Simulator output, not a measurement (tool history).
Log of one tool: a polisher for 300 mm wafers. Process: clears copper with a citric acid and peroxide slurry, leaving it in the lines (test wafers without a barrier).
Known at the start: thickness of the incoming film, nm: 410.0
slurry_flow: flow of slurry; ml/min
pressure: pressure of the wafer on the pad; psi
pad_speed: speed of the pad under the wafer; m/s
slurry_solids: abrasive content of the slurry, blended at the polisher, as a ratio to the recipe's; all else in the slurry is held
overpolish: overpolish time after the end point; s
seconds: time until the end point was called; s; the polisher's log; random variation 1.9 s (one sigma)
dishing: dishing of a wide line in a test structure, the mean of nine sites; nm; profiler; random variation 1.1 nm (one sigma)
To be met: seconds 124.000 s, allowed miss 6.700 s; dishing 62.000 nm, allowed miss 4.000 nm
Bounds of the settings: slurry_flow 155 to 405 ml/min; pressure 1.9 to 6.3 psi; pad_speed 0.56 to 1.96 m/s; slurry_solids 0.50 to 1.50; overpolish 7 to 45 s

run 1 day=0.000 | slurry_flow=260 pressure=4.1 pad_speed=1.26 slurry_solids=1.00 overpolish=23 | seconds=92.552 dishing=60.039
run 2 day=0.083 | slurry_flow=260 pressure=4.1 pad_speed=1.52 slurry_solids=1.00 overpolish=23 | seconds=80.330 dishing=67.971
run 3 day=0.338 | slurry_flow=260 pressure=4.1 pad_speed=1.64 slurry_solids=1.00 overpolish=23 | seconds=73.438 dishing=72.629
run 4 day=0.675 | slurry_flow=205 pressure=4.1 pad_speed=1.64 slurry_solids=1.00 overpolish=23 | seconds=72.853 dishing=72.878
run 5 day=0.838 | slurry_flow=205 pressure=3.5 pad_speed=1.62 slurry_solids=1.00 overpolish=25 | seconds=85.427 dishing=69.775
run 6 day=0.929 | slurry_flow=205 pressure=3.5 pad_speed=1.62 slurry_solids=0.90 overpolish=25 | seconds=90.349 dishing=69.473
run 7 day=1.267 | slurry_flow=205 pressure=3.2 pad_speed=1.62 slurry_solids=0.90 overpolish=26 | seconds=91.483 dishing=65.941
run 8 day=1.425 | slurry_flow=205 pressure=2.8 pad_speed=1.60 slurry_solids=0.90 overpolish=28 | seconds=103.340 dishing=62.661
run 9 day=1.504 | slurry_flow=205 pressure=2.6 pad_speed=1.58 slurry_solids=0.90 overpolish=29 | seconds=115.540 dishing=60.997
run 10 day=1.762 | slurry_flow=205 pressure=2.6 pad_speed=1.58 slurry_solids=0.90 overpolish=29 | seconds=113.050 dishing=61.244
run 11 day=1.804 | slurry_flow=205 pressure=2.6 pad_speed=1.58 slurry_solids=0.90 overpolish=29 | seconds=111.630 dishing=60.258
run 12 day=1.842 | slurry_flow=205 pressure=2.6 pad_speed=1.58 slurry_solids=0.90 overpolish=29 | seconds=110.800 dishing=60.737
run 13 day=2.092 | slurry_flow=205 pressure=2.5 pad_speed=1.58 slurry_solids=0.90 overpolish=30 | seconds=115.440 dishing=63.614

Which of these 4 next moves meets every target?
run A day=2.342 | slurry_flow=160 pressure=2.4 pad_speed=1.80 slurry_solids=0.95 overpolish=30 | seconds=? dishing=?
run B day=2.342 | slurry_flow=205 pressure=2.9 pad_speed=1.56 slurry_solids=0.80 overpolish=26 | seconds=? dishing=?
run C day=2.342 | slurry_flow=170 pressure=2.3 pad_speed=1.54 slurry_solids=1.00 overpolish=33 | seconds=? dishing=?
run D day=2.342 | slurry_flow=225 pressure=3.1 pad_speed=1.46 slurry_solids=1.15 overpolish=29 | seconds=? dishing=?

move=A seconds=109.030 dishing=64.484
move=B seconds=113.570 dishing=57.134
move=C seconds=127.800 dishing=61.497
move=D seconds=101.610 dishing=67.458
A: further off than the last run
B: further off than the last run
C: meets every target
D: further off than the last run
The right move is C.
